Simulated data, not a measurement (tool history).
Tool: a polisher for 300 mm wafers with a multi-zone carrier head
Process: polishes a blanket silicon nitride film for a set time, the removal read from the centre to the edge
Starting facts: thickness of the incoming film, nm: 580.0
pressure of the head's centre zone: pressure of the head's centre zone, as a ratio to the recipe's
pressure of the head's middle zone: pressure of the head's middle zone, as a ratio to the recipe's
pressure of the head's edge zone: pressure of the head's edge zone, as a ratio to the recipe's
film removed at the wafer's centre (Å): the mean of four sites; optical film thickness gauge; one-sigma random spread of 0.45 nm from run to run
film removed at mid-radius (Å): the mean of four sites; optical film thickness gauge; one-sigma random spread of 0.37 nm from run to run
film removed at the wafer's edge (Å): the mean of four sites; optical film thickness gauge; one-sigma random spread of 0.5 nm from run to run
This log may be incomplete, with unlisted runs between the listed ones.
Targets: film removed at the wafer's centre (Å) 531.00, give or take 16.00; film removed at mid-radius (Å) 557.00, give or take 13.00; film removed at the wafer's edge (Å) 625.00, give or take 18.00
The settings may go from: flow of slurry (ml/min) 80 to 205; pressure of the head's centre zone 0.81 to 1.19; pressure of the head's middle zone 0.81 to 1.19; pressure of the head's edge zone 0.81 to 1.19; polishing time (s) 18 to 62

| run | hour | flow of slurry (ml/min) | pressure of the head's centre zone | pressure of the head's middle zone | pressure of the head's edge zone | polishing time (s) | film removed at the wafer's centre (Å) | film removed at mid-radius (Å) | film removed at the wafer's edge (Å) |
|---|---|---|---|---|---|---|---|---|---|
| 1 | 0.0 | 135 | 1.00 | 1.00 | 1.00 | 40 | 741.38 | 734.53 | 744.05 |
| 2 | 8.5 | 105 | 1.00 | 1.00 | 1.00 | 40 | 686.22 | 691.75 | 720.20 |
| 3 | 16.8 | 105 | 0.98 | 0.98 | 0.98 | 40 | 668.30 | 681.26 | 700.85 |
| 4 | 19.4 | 105 | 0.91 | 0.98 | 0.98 | 40 | 631.05 | 685.78 | 708.38 |
| 5 | 24.9 | 105 | 0.91 | 0.98 | 0.98 | 45 | 717.47 | 759.03 | 811.58 |
| 6 | 29.3 | 105 | 0.85 | 0.98 | 0.98 | 45 | 667.83 | 758.50 | 794.72 |
| 7 | 32.9 | 80 | 0.81 | 0.88 | 0.88 | 37 | 468.14 | 522.70 | 584.64 |
| 8 | 36.5 | 85 | 0.81 | 0.88 | 0.88 | 37 | 494.09 | 538.79 | 592.49 |
| 9 | 41.5 | 85 | 0.81 | 0.88 | 0.89 | 37 | 484.78 | 541.84 | 604.18 |
| 10 | 46.8 | 90 | 0.82 | 0.88 | 0.89 | 37 | 506.96 | 551.27 | 613.52 |

Consider the 5 candidate settings below. Which is the only one whose results all fall within their allowed miss of target?
| A | 52.1 | 100 | 0.83 | 0.81 | 0.90 | 37 | ? | ? | ? |
| B | 52.1 | 100 | 0.97 | 0.86 | 0.88 | 35 | ? | ? | ? |
| C | 52.1 | 105 | 0.86 | 0.81 | 0.84 | 38 | ? | ? | ? |
| D | 52.1 | 100 | 0.93 | 0.92 | 0.81 | 35 | ? | ? | ? |
| E | 52.1 | 80 | 0.89 | 0.89 | 0.91 | 39 | ? | ? | ? |

| move | film removed at the wafer's centre (Å) | film removed at mid-radius (Å) | film removed at the wafer's edge (Å) |
|---|---|---|---|
| A | 534.88 | 539.57 | 619.72 |
| B | 576.00 | 533.11 | 579.88 |
| C | 575.85 | 562.79 | 623.43 |
| D | 556.25 | 560.88 | 558.47 |
| E | 541.43 | 560.46 | 620.90 |
A: puts the biggest miss on target and leaves a different result outside tolerance
B: takes the biggest miss from the last run beyond its target
C: takes the biggest miss from the last run beyond its target
D: takes the biggest miss from the last run beyond its target
E: hits every target within its allowed miss
Correct choice: E, which meets every target

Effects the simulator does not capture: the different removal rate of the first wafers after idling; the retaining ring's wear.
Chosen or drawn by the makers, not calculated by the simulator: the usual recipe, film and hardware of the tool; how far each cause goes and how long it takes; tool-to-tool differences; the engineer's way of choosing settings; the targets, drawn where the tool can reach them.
